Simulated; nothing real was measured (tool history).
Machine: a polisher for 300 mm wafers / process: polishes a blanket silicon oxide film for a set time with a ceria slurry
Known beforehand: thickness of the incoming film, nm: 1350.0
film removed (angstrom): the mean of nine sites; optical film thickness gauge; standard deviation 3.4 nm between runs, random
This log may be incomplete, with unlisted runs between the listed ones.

run  hour  flow of slurry (ml/min)  pressure of the wafer on the pad (psi)  speed of the pad under the wafer (cm/s)  polishing time (s)  film removed (angstrom)
  1   0.0                      130                                     3.4                                      118                  76                   3867.0
  2   3.4                      130                                     3.4                                      118                  80                   4052.0
  3  12.1                      130                                     3.2                                      118                  80                   3828.8
  4  19.0                      150                                     3.2                                      118                  80                   3904.9
  5  19.8                      150                                     3.0                                      118                  80                   3630.8
  6  25.8                      150                                     2.5                                      118                  80                   3162.5

Forecast run 7:
  7  34.3                      150                                     2.4                                      118                  80                        ?

{"run 7": {"film removed (angstrom)": 2946.0}}
